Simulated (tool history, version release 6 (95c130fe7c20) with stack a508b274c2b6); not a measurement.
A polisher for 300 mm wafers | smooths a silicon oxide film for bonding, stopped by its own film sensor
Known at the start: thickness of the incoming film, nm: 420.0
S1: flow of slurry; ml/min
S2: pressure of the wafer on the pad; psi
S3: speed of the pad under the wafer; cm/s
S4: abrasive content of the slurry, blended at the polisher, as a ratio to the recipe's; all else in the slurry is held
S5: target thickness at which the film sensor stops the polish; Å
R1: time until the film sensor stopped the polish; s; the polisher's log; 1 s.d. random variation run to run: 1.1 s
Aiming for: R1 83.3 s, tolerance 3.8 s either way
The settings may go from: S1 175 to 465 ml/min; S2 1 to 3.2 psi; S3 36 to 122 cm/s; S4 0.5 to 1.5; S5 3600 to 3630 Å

run	day	S1	S2	S3	S4	S5	R1
1	0	295	2.1	78	1	3630	102.18
2	0.125	295	2.2	78	1	3630	101.83
3	0.338	295	2.3	78	1	3630	97.985
4	0.392	295	2.3	78	0.8	3630	113.45
5	0.683	260	2.3	78	0.8	3630	118.01
6	1	260	2.3	78	0.6	3630	162.07
7	1.029	275	2.5	80	0.6	3630	145.69
8	1.142	275	2.6	86	0.6	3630	136.23
9	1.442	280	2.7	94	0.6	3630	119.12
10	1.758	285	2.8	98	0.6	3630	110.22
11	1.788	290	2.9	100	0.6	3630	104.79
12	1.988	295	3	102	0.6	3630	101.04
13	2.146	295	3	104	0.6	3630	99.058
14	2.25	295	3	106	0.6	3630	98.557
15	2.592	295	3	108	0.6	3630	96.822
16	2.938	295	3	110	0.6	3630	92.311
17	3.042	295	3.1	112	0.6	3630	90.419
18	3.079	300	3.1	114	0.6	3630	88.865

Pick the move, out of 5, that brings all results within their allowed miss; only one does.
A	3.117	290	2.9	108	0.7	3610	?
B	3.117	310	3.1	110	0.6	3600	?
C	3.117	305	3	112	0.6	3630	?
D	3.117	320	3.1	114	0.55	3620	?
E	3.117	175	3.1	84	0.75	3610	?

move	R1
A	82.227
B	94.216
C	91.2
D	102.1
E	90.71
A: every result within its allowed miss
B: moves away from the targets compared with the last run
C: moves away from the targets compared with the last run
D: moves away from the targets compared with the last run
E: moves away from the targets compared with the last run
A meets every target.
